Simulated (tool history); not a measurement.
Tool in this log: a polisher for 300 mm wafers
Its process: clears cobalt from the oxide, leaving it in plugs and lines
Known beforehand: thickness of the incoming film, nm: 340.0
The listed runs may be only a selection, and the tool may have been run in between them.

| run | hour | flow of slurry (ml/min) | pressure of the wafer on the pad (psi) | speed of the pad under the wafer (m/s) | overpolish time after the end point (s) | time until the end point was called (s) | dishing of a wide line in a test structure (angstrom) |
|---|---|---|---|---|---|---|---|
| 1 | 0.0 | 190 | 1.7 | 1.22 | 18 | 70.964 | 459.44 |
| 2 | 7.9 | 170 | 1.5 | 1.02 | 14 | 91.752 | 344.24 |
| 3 | 12.2 | 170 | 1.5 | 1.20 | 14 | 82.194 | 371.93 |
| 4 | 13.1 | 150 | 1.4 | 0.98 | 11 | 103.280 | 263.38 |
| 5 | 14.8 | 150 | 1.4 | 0.98 | 5 | 106.540 | 141.28 |
| 6 | 22.7 | 175 | 1.4 | 0.84 | 5 | 116.020 | 133.34 |
| 7 | 23.6 | 225 | 1.2 | 0.78 | 5 | 132.310 | 110.99 |
| 8 | 27.5 | 200 | 1.4 | 0.78 | 6 | 118.210 | 151.66 |
| 9 | 30.8 | 210 | 1.3 | 0.80 | 6 | 123.630 | 144.82 |
| 10 | 32.2 | 230 | 1.2 | 0.84 | 6 | 126.280 | 139.43 |
| 11 | 35.5 | 250 | 1.3 | 0.78 | 6 | 124.780 | 142.74 |

Estimate the outcome of run 12 from the log above:
| 12 | 38.7 | 215 | 1.3 | 0.82 | 6 | ? | ? |

time until the end point was called (s): 123.130
dishing of a wide line in a test structure (angstrom): 147.97
